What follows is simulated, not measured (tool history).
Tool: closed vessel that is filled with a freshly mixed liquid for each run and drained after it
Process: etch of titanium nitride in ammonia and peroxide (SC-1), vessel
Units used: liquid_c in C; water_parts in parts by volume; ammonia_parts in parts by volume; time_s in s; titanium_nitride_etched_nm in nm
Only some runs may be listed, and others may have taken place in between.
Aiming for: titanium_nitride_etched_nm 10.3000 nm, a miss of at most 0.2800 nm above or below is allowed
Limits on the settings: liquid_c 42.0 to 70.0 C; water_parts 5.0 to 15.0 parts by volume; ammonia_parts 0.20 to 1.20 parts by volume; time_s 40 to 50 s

{"run": 1, "hour": 0.0, "liquid_c": 58.0, "water_parts": 8.5, "ammonia_parts": 0.7, "time_s": 50, "titanium_nitride_etched_nm": 6.071}
{"run": 2, "hour": 6.6, "liquid_c": 60.5, "water_parts": 8.5, "ammonia_parts": 0.7, "time_s": 50, "titanium_nitride_etched_nm": 7.0091}
{"run": 3, "hour": 7.5, "liquid_c": 62.5, "water_parts": 8.5, "ammonia_parts": 0.7, "time_s": 50, "titanium_nitride_etched_nm": 8.0776}
{"run": 4, "hour": 11.4, "liquid_c": 62.5, "water_parts": 8.5, "ammonia_parts": 0.7, "time_s": 40, "titanium_nitride_etched_nm": 6.4022}
{"run": 5, "hour": 14.7, "liquid_c": 62.5, "water_parts": 10.0, "ammonia_parts": 0.7, "time_s": 40, "titanium_nitride_etched_nm": 5.9774}
{"run": 6, "hour": 22.8, "liquid_c": 65.0, "water_parts": 9.5, "ammonia_parts": 0.7, "time_s": 40, "titanium_nitride_etched_nm": 7.0283}
{"run": 7, "hour": 24.4, "liquid_c": 66.5, "water_parts": 9.0, "ammonia_parts": 0.7, "time_s": 40, "titanium_nitride_etched_nm": 8.0451}
{"run": 8, "hour": 24.9, "liquid_c": 67.5, "water_parts": 9.0, "ammonia_parts": 0.7, "time_s": 40, "titanium_nitride_etched_nm": 8.4851}
{"run": 9, "hour": 31.2, "liquid_c": 68.5, "water_parts": 9.0, "ammonia_parts": 0.7, "time_s": 40, "titanium_nitride_etched_nm": 9.1132}
{"run": 10, "hour": 36.6, "liquid_c": 68.5, "water_parts": 9.0, "ammonia_parts": 0.7, "time_s": 40, "titanium_nitride_etched_nm": 9.0492}
{"run": 11, "hour": 38.9, "liquid_c": 69.0, "water_parts": 9.0, "ammonia_parts": 0.7, "time_s": 40, "titanium_nitride_etched_nm": 9.3844}
{"hour": 41.3, "done": "thermometer replaced"}
{"run": 12, "hour": 41.3, "liquid_c": 69.5, "water_parts": 9.0, "ammonia_parts": 0.7, "time_s": 40, "titanium_nitride_etched_nm": 8.4656}

Which of these 4 next moves meets every target?
{"run": "A", "hour": 43.7, "liquid_c": 70.0, "water_parts": 12.0, "ammonia_parts": 0.6, "time_s": 50, "titanium_nitride_etched_nm": "?"}
{"run": "B", "hour": 43.7, "liquid_c": 67.5, "water_parts": 7.5, "ammonia_parts": 0.75, "time_s": 50, "titanium_nitride_etched_nm": "?"}
{"run": "C", "hour": 43.7, "liquid_c": 67.5, "water_parts": 11.5, "ammonia_parts": 0.65, "time_s": 40, "titanium_nitride_etched_nm": "?"}
{"run": "D", "hour": 43.7, "liquid_c": 70.0, "water_parts": 6.0, "ammonia_parts": 0.8, "time_s": 40, "titanium_nitride_etched_nm": "?"}

move=A titanium_nitride_etched_nm=9.1579
move=B titanium_nitride_etched_nm=10.3280
move=C titanium_nitride_etched_nm=6.5017
move=D titanium_nitride_etched_nm=10.8330
A: closes in on the targets versus the last run, not all within tolerance yet
B: in spec on every target
C: the biggest miss grows against the last run
D: moves the result that the last run missed by most past its target, out the other side
The move that meets every target is B.

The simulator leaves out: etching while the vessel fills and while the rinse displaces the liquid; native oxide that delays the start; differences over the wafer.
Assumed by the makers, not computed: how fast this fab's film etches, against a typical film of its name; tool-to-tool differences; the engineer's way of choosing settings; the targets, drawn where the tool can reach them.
